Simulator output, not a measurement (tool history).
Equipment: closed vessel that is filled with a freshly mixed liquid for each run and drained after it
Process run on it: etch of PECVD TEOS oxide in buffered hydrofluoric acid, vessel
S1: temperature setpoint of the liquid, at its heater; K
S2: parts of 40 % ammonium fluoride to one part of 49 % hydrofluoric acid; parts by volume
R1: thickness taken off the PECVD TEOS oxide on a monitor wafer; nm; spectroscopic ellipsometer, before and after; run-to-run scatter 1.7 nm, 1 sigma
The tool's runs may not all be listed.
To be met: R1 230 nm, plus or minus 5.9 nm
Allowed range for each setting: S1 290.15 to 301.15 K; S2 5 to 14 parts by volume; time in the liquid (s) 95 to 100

run 1 hour=0 | S1=293.15 S2=8.5 time_in_the_liquid_(s)=95 | R1=194.34
run 2 hour=6.9 | S1=290.15 S2=8.5 time_in_the_liquid_(s)=95 | R1=164.09
run 3 hour=15.2 | S1=291.65 S2=8.5 time_in_the_liquid_(s)=95 | R1=175.73
run 4 hour=23.9 | S1=290.15 S2=8.5 time_in_the_liquid_(s)=95 | R1=161.83
run 5 hour=31.3 | S1=291.65 S2=8.5 time_in_the_liquid_(s)=95 | R1=177.56
run 6 hour=39.4 | S1=290.15 S2=8.5 time_in_the_liquid_(s)=95 | R1=164.41
run 7 hour=41.9 | S1=291.65 S2=8.5 time_in_the_liquid_(s)=95 | R1=178.44
run 8 hour=49.7 | S1=292.65 S2=8.5 time_in_the_liquid_(s)=95 | R1=189.44
run 9 hour=52.4 | S1=293.65 S2=8.5 time_in_the_liquid_(s)=95 | R1=199.76
run 10 hour=56.9 | S1=294.15 S2=8.5 time_in_the_liquid_(s)=95 | R1=205.34

Consider the 4 candidate settings below. Which is the only one whose results all fall within their allowed miss of target?
run A hour=61.4 | S1=295.15 S2=9.5 time_in_the_liquid_(s)=100 | R1=?
run B hour=61.4 | S1=293.15 S2=9 time_in_the_liquid_(s)=100 | R1=?
run C hour=61.4 | S1=294.65 S2=8.5 time_in_the_liquid_(s)=95 | R1=?
run D hour=61.4 | S1=294.15 S2=8 time_in_the_liquid_(s)=100 | R1=?

move=A R1=205.07
move=B R1=189.83
move=C R1=208.61
move=D R1=228.09
A: neither nearer nor further off than the last run
B: its largest miss is bigger than the last run's
C: moves toward the targets from the last run without getting all of them in spec
D: in spec on every target
So the answer is move D, the one that meets all the targets.

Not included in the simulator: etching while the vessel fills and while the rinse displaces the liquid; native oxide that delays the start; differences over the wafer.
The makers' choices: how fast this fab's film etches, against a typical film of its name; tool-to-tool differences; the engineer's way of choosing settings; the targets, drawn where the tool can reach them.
